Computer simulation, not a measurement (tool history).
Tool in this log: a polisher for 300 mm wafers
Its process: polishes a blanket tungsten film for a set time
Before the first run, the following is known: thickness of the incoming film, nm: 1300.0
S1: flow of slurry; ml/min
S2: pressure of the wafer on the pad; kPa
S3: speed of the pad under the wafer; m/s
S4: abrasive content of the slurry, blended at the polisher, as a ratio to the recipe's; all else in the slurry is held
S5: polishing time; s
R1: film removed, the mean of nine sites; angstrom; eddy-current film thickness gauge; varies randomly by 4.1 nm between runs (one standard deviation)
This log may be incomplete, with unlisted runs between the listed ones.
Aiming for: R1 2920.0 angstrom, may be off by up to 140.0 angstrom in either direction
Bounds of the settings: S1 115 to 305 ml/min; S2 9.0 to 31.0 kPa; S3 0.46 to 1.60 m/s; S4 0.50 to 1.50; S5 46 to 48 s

Run 1, hour 0.0: S1 195 ml/min, S2 20.0 kPa, S3 1.02 m/s, S4 1.00, S5 46 s. Result: R1 1741.4 angstrom.
Run 2, hour 1.7: S1 195 ml/min, S2 20.0 kPa, S3 0.88 m/s, S4 1.00, S5 46 s. Result: R1 1520.2 angstrom.
Run 3, hour 3.0: S1 165 ml/min, S2 20.0 kPa, S3 0.88 m/s, S4 1.00, S5 46 s. Result: R1 1494.4 angstrom.
Run 4, hour 5.3: S1 165 ml/min, S2 20.0 kPa, S3 0.68 m/s, S4 1.00, S5 46 s. Result: R1 1164.6 angstrom.
Run 5, hour 9.2: S1 145 ml/min, S2 20.0 kPa, S3 0.68 m/s, S4 1.00, S5 46 s. Result: R1 1116.6 angstrom.
Run 6, hour 17.4: S1 145 ml/min, S2 20.0 kPa, S3 0.68 m/s, S4 0.85, S5 46 s. Result: R1 1106.5 angstrom.
Run 7, hour 21.0: S1 155 ml/min, S2 22.8 kPa, S3 0.76 m/s, S4 0.85, S5 46 s. Result: R1 1360.7 angstrom.
Run 8, hour 27.5: S1 155 ml/min, S2 28.3 kPa, S3 1.04 m/s, S4 0.90, S5 47 s. Result: R1 2265.6 angstrom.
Run 9, hour 28.1: S1 170 ml/min, S2 29.0 kPa, S3 1.06 m/s, S4 0.90, S5 47 s. Result: R1 2391.3 angstrom.
Run 10, hour 32.2: S1 175 ml/min, S2 29.6 kPa, S3 1.08 m/s, S4 0.90, S5 47 s. Result: R1 2446.9 angstrom.

Exactly one of the 5 candidate moves below puts every result within its allowed miss. Which one?
Run A, hour 36.3: S1 155 ml/min, S2 29.6 kPa, S3 1.24 m/s, S4 0.90, S5 48 s. Result: R1 ?.
Run B, hour 36.3: S1 170 ml/min, S2 31.0 kPa, S3 1.12 m/s, S4 0.85, S5 47 s. Result: R1 ?.
Run C, hour 36.3: S1 180 ml/min, S2 30.3 kPa, S3 0.86 m/s, S4 0.65, S5 46 s. Result: R1 ?.
Run D, hour 36.3: S1 195 ml/min, S2 24.1 kPa, S3 1.58 m/s, S4 0.95, S5 48 s. Result: R1 ?.
Run E, hour 36.3: S1 135 ml/min, S2 29.6 kPa, S3 0.94 m/s, S4 0.85, S5 46 s. Result: R1 ?.

move      R1
   A  2879.9
   B  2645.1
   C  1851.3
   D  3207.2
   E  2042.2
A: each result inside its tolerance
B: closer than the last run, but not yet in spec
C: lands further from the targets than the last run did
D: the result that was furthest off in the last run now lies on the other side of its target
E: lands further from the targets than the last run did
The move that meets every target is A.
